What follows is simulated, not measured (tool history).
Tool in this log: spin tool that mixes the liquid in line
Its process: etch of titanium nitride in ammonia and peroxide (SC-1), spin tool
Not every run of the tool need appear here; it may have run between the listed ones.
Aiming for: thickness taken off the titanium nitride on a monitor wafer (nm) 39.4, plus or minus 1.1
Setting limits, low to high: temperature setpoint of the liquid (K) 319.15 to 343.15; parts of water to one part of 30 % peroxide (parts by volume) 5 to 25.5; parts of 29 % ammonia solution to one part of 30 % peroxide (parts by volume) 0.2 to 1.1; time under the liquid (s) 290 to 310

run,hour,temperature setpoint of the liquid (K),parts of water to one part of 30 % peroxide (parts by volume),parts of 29 % ammonia solution to one part of 30 % peroxide (parts by volume),time under the liquid (s),thickness taken off the titanium nitride on a monitor wafer (nm)
1,0,335.15,14.5,0.6,290,28.033
2,2.5,336.15,14.5,0.6,290,30.142
3,6.4,336.15,16.5,0.6,290,28.316
4,15.3,336.15,13,0.6,290,32.503
5,19.9,343.15,13,0.6,290,49.435
6,23.9,343.15,13,0.7,290,51.852
7,31.1,342.15,13,0.7,290,47.721
8,37.4,341.65,13,0.7,290,46.608
9,45.8,341.15,13,0.7,290,45.511
10,47,340.65,13,0.7,290,43.862
11,52.6,340.15,13,0.7,290,42.71

Exactly one of the 4 candidate moves below puts every result within its allowed miss. Which one?
A,58.2,339.65,14,0.75,305,?
B,58.2,335.65,7.5,0.7,290,?
C,58.2,341.65,16.5,0.7,290,?
D,58.2,338.15,12,0.7,290,?

move,thickness taken off the titanium nitride on a monitor wafer (nm)
A,42.233
B,42.363
C,41.167
D,39.159
A: gains on the last run, yet a result remains outside its allowed miss
B: gains on the last run, yet a result remains outside its allowed miss
C: gains on the last run, yet a result remains outside its allowed miss
D: every result lands within tolerance
D is the move that brings every result within its allowed miss.

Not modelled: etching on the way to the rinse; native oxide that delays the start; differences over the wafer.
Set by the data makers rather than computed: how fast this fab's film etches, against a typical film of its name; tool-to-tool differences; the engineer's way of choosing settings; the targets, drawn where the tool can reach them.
